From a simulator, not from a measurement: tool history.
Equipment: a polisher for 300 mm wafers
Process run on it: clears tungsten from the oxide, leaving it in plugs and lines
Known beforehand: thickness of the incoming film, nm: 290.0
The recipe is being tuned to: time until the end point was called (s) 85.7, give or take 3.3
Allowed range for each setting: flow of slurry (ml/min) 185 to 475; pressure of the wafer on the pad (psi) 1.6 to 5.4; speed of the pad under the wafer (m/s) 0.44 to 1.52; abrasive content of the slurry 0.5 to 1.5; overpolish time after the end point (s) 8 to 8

run,hour,flow of slurry (ml/min),pressure of the wafer on the pad (psi),speed of the pad under the wafer (m/s),abrasive content of the slurry,overpolish time after the end point (s),time until the end point was called (s)
1,0,305,3.5,0.98,1,8,66.706
2,6.4,305,3.5,0.98,1,8,65.506
3,10.3,305,3.5,0.98,1.15,8,64.366
4,12.9,305,3.3,0.98,1.15,8,66.22
5,14.3,305,3,0.98,1.15,8,73.725
6,21.4,305,3,0.98,1.25,8,71.997
7,22.2,305,2.9,0.98,1.25,8,74.926
8,25.4,305,2.8,0.98,1.25,8,79.537

Exercise: of the 4 proposed moves below, exactly one satisfies all targets within the stated allowed misses. Which move is it?
A,28.6,260,2,1.42,1.2,8,?
B,28.6,250,2.8,1.02,1.3,8,?
C,28.6,350,2.8,0.86,1.3,8,?
D,28.6,305,2.9,0.98,1.3,8,?

move,time until the end point was called (s)
A,75.512
B,74.79
C,85.42
D,73.641
A: moves away from the targets compared with the last run
B: moves away from the targets compared with the last run
C: every result lands within tolerance
D: moves away from the targets compared with the last run
Go with C: it meets all targets.

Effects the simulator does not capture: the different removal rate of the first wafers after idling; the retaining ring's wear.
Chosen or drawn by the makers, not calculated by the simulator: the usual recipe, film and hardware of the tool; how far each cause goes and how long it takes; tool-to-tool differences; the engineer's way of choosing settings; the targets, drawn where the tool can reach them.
